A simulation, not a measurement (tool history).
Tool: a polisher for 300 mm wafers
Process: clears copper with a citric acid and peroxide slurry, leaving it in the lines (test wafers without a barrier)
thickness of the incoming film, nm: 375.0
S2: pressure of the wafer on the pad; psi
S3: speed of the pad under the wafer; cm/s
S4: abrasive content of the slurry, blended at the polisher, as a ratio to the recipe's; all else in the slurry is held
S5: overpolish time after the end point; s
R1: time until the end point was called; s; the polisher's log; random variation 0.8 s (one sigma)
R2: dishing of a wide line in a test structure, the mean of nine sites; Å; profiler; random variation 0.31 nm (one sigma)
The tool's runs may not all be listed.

{"run": 1, "day": 0.0, "flow of slurry (ml/min)": 140, "S2": 3.1, "S3": 138, "S4": 1.0, "S5": 23, "R1": 86.411, "R2": 435.79}
{"run": 2, "day": 0.325, "flow of slurry (ml/min)": 140, "S2": 2.8, "S3": 138, "S4": 1.0, "S5": 23, "R1": 94.619, "R2": 397.73}
{"run": 3, "day": 0.671, "flow of slurry (ml/min)": 140, "S2": 2.8, "S3": 138, "S4": 0.9, "S5": 23, "R1": 93.342, "R2": 400.65}
{"run": 4, "day": 0.921, "flow of slurry (ml/min)": 150, "S2": 2.4, "S3": 160, "S4": 0.8, "S5": 18, "R1": 94.266, "R2": 339.62}
{"run": 5, "day": 1.008, "flow of slurry (ml/min)": 150, "S2": 2.4, "S3": 142, "S4": 0.8, "S5": 18, "R1": 101.67, "R2": 327.81}
{"run": 6, "day": 1.321, "flow of slurry (ml/min)": 150, "S2": 2.4, "S3": 120, "S4": 0.8, "S5": 18, "R1": 114.31, "R2": 308.94}

The next listed run, before its measurement:
{"run": 7, "day": 1.362, "flow of slurry (ml/min)": 170, "S2": 2.2, "S3": 150, "S4": 0.7, "S5": 15, "R1": "?", "R2": "?"}

{"run 7": {"R1": 103.24, "R2": 284.36}}
